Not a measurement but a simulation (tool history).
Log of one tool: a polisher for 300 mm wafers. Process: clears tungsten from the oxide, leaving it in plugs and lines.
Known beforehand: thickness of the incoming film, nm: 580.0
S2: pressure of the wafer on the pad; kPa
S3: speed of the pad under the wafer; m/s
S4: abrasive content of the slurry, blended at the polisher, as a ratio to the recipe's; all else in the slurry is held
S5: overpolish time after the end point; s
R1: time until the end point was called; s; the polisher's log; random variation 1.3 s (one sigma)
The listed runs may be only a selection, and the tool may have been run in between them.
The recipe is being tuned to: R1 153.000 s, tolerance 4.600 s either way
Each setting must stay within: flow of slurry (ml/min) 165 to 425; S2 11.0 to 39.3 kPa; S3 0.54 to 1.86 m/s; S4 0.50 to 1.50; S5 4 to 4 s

Run 1, day 0.000: flow of slurry (ml/min) 275, S2 24.8 kPa, S3 1.18 m/s, S4 1.00, S5 4 s. Result: R1 114.450 s.
Run 2, day 0.208: flow of slurry (ml/min) 275, S2 24.8 kPa, S3 1.18 m/s, S4 1.00, S5 4 s. Result: R1 114.080 s.
Run 3, day 0.288: flow of slurry (ml/min) 275, S2 29.6 kPa, S3 1.18 m/s, S4 1.00, S5 4 s. Result: R1 96.933 s.
Run 4, day 0.592: flow of slurry (ml/min) 325, S2 29.6 kPa, S3 1.18 m/s, S4 1.00, S5 4 s. Result: R1 94.547 s.
Run 5, day 0.775: flow of slurry (ml/min) 325, S2 29.6 kPa, S3 1.18 m/s, S4 1.00, S5 4 s. Result: R1 93.114 s.
Run 6, day 1.050: flow of slurry (ml/min) 315, S2 26.9 kPa, S3 1.18 m/s, S4 1.00, S5 4 s. Result: R1 105.120 s.
Run 7, day 1.342: flow of slurry (ml/min) 315, S2 24.8 kPa, S3 1.18 m/s, S4 1.00, S5 4 s. Result: R1 113.540 s.
Run 8, day 1.488: flow of slurry (ml/min) 315, S2 23.4 kPa, S3 1.18 m/s, S4 1.00, S5 4 s. Result: R1 119.710 s.
Run 9, day 1.867: flow of slurry (ml/min) 315, S2 22.1 kPa, S3 1.18 m/s, S4 1.00, S5 4 s. Result: R1 128.190 s.
Run 10, day 2.117: flow of slurry (ml/min) 315, S2 21.4 kPa, S3 1.18 m/s, S4 1.00, S5 4 s. Result: R1 131.100 s.
Run 11, day 2.250: flow of slurry (ml/min) 315, S2 20.7 kPa, S3 1.18 m/s, S4 1.00, S5 4 s. Result: R1 135.790 s.
Run 12, day 2.508: flow of slurry (ml/min) 315, S2 20.0 kPa, S3 1.18 m/s, S4 1.00, S5 4 s. Result: R1 141.500 s.
Run 13, day 2.742: flow of slurry (ml/min) 315, S2 19.3 kPa, S3 1.18 m/s, S4 1.00, S5 4 s. Result: R1 143.960 s.

Of the 4 settings listed for the next run, only one would bring every result within its allowed miss of target. Which one?
Run A, day 2.975: flow of slurry (ml/min) 330, S2 16.5 kPa, S3 1.16 m/s, S4 1.00, S5 4 s. Result: R1 ?.
Run B, day 2.975: flow of slurry (ml/min) 310, S2 15.9 kPa, S3 1.22 m/s, S4 1.10, S5 4 s. Result: R1 ?.
Run C, day 2.975: flow of slurry (ml/min) 335, S2 15.9 kPa, S3 1.28 m/s, S4 1.15, S5 4 s. Result: R1 ?.
Run D, day 2.975: flow of slurry (ml/min) 260, S2 24.1 kPa, S3 0.86 m/s, S4 0.90, S5 4 s. Result: R1 ?.

move       R1
   A  168.830
   B  163.880
   C  153.690
   D  164.180
A: carries the result that was furthest off beyond its target, to the other side
B: carries the result that was furthest off beyond its target, to the other side
C: each result inside its tolerance
D: carries the result that was furthest off beyond its target, to the other side
Correct choice: C, which meets every target
